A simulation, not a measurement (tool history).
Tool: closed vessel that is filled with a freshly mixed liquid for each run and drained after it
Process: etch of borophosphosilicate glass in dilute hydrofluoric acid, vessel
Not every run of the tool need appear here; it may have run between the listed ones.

run,hour,temperature setpoint of the liquid (K),parts of water to one part of 49 % hydrofluoric acid (parts by volume),time in the liquid (s),thickness taken off the borophosphosilicate glass on a monitor wafer (nm)
1,0.0,299.15,230,95,22.793
2,5.9,299.15,310,95,15.668
3,13.6,300.65,280,95,19.000
4,17.8,301.65,255,95,21.875
5,24.2,305.15,255,95,24.836
6,25.8,305.65,235,95,27.979
7,34.2,305.65,220,95,30.295

Forecast run 8:
8,40.8,307.15,145,95,?

{"run 8": {"thickness taken off the borophosphosilicate glass on a monitor wafer (nm)": 54.071}}
